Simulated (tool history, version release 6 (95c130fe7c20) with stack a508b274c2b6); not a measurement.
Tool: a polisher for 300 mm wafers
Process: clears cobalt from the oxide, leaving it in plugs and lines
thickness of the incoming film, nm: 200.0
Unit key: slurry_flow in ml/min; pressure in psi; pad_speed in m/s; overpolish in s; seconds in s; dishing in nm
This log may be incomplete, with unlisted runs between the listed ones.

run	hour	slurry_flow	pressure	pad_speed	overpolish	seconds	dishing
1	0	165	1.9	1	8	49.639	22.624
2	5.5	165	1.5	1	8	58.754	19.555
3	13.6	165	1.5	1	10	60.404	23.559
4	15	165	1.8	1	10	51.515	25.767
5	16.6	165	1.8	0.8	10	64.81	22.494
6	20.4	145	1.5	0.68	9	88.234	16.076
7	22.1	140	1.3	0.6	8	119.45	11.266

What does the tool deliver on the next run?
8	23.5	140	1.2	0.6	8	?	?

Run 8 yielded seconds 124.23 s, dishing 10.493 nm.
